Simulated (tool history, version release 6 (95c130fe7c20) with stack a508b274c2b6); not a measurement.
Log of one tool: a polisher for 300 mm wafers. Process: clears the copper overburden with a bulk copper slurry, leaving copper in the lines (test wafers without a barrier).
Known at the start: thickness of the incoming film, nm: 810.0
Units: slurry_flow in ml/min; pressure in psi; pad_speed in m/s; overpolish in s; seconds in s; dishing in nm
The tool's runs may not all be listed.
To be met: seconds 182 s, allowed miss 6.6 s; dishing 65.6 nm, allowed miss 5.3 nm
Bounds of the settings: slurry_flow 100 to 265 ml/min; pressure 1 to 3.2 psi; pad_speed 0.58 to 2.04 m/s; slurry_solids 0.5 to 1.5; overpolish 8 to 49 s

{"run": 1, "hour": 0.0, "slurry_flow": 170, "pressure": 2.1, "pad_speed": 1.3, "slurry_solids": 1, "overpolish": 25, "seconds": 92.62, "dishing": 104.13}
{"run": 2, "hour": 2.4, "slurry_flow": 195, "pressure": 2.1, "pad_speed": 1.3, "slurry_solids": 1, "overpolish": 25, "seconds": 90.095, "dishing": 105}
{"run": 3, "hour": 6.7, "slurry_flow": 195, "pressure": 1.8, "pad_speed": 1.3, "slurry_solids": 1, "overpolish": 25, "seconds": 104.01, "dishing": 94.261}
{"run": 4, "hour": 10.8, "slurry_flow": 190, "pressure": 1.6, "pad_speed": 1.26, "slurry_solids": 1, "overpolish": 25, "seconds": 120.65, "dishing": 84.69}
{"run": 5, "hour": 16.7, "slurry_flow": 190, "pressure": 1.6, "pad_speed": 1.26, "slurry_solids": 0.9, "overpolish": 25, "seconds": 123.91, "dishing": 86.97}
{"run": 6, "hour": 20.3, "slurry_flow": 185, "pressure": 1.5, "pad_speed": 1.24, "slurry_solids": 0.9, "overpolish": 25, "seconds": 134.09, "dishing": 79.244}
{"run": 7, "hour": 28.7, "slurry_flow": 180, "pressure": 1.4, "pad_speed": 1.24, "slurry_solids": 0.9, "overpolish": 26, "seconds": 141.48, "dishing": 79.01}
{"run": 8, "hour": 37.3, "slurry_flow": 175, "pressure": 1.3, "pad_speed": 1.24, "slurry_solids": 0.9, "overpolish": 26, "seconds": 156.06, "dishing": 74.831}
{"run": 9, "hour": 38.4, "slurry_flow": 165, "pressure": 1.3, "pad_speed": 1.24, "slurry_solids": 0.9, "overpolish": 26, "seconds": 154.93, "dishing": 71.856}
{"run": 10, "hour": 40.3, "slurry_flow": 155, "pressure": 1.3, "pad_speed": 1.24, "slurry_solids": 0.9, "overpolish": 27, "seconds": 156.8, "dishing": 72.293}
{"run": 11, "hour": 44.4, "slurry_flow": 155, "pressure": 1.3, "pad_speed": 1.24, "slurry_solids": 0.9, "overpolish": 27, "seconds": 154.93, "dishing": 71.389}
{"run": 12, "hour": 47.7, "slurry_flow": 150, "pressure": 1.3, "pad_speed": 1.24, "slurry_solids": 0.9, "overpolish": 28, "seconds": 156.43, "dishing": 74.722}
{"run": 13, "hour": 52.1, "slurry_flow": 145, "pressure": 1.3, "pad_speed": 1.24, "slurry_solids": 0.9, "overpolish": 28, "seconds": 158.54, "dishing": 74.447}
{"run": 14, "hour": 58.8, "slurry_flow": 140, "pressure": 1.3, "pad_speed": 1.24, "slurry_solids": 0.9, "overpolish": 28, "seconds": 161.65, "dishing": 75.239}
{"run": 15, "hour": 64.5, "slurry_flow": 135, "pressure": 1.3, "pad_speed": 1.24, "slurry_solids": 0.9, "overpolish": 28, "seconds": 161.56, "dishing": 75.091}
{"run": 16, "hour": 66.2, "slurry_flow": 130, "pressure": 1, "pad_speed": 1.24, "slurry_solids": 0.9, "overpolish": 25, "seconds": 200.97, "dishing": 57.302}

4 next moves are on the table. One of them brings every result within its allowed miss. Which?
{"run": "A", "hour": 67.9, "slurry_flow": 165, "pressure": 1, "pad_speed": 1.14, "slurry_solids": 0.9, "overpolish": 23, "seconds": "?", "dishing": "?"}
{"run": "B", "hour": 67.9, "slurry_flow": 120, "pressure": 1.2, "pad_speed": 0.98, "slurry_solids": 0.6, "overpolish": 32, "seconds": "?", "dishing": "?"}
{"run": "C", "hour": 67.9, "slurry_flow": 140, "pressure": 1.1, "pad_speed": 1.1, "slurry_solids": 0.95, "overpolish": 25, "seconds": "?", "dishing": "?"}
{"run": "D", "hour": 67.9, "slurry_flow": 130, "pressure": 1.1, "pad_speed": 1.32, "slurry_solids": 0.7, "overpolish": 27, "seconds": "?", "dishing": "?"}

move=A seconds=216.49 dishing=50.706
move=B seconds=233.44 dishing=61.757
move=C seconds=207.89 dishing=55.927
move=D seconds=184.23 dishing=63.331
A: further off than the last run
B: further off than the last run
C: further off than the last run
D: meets every target
The right move is D.
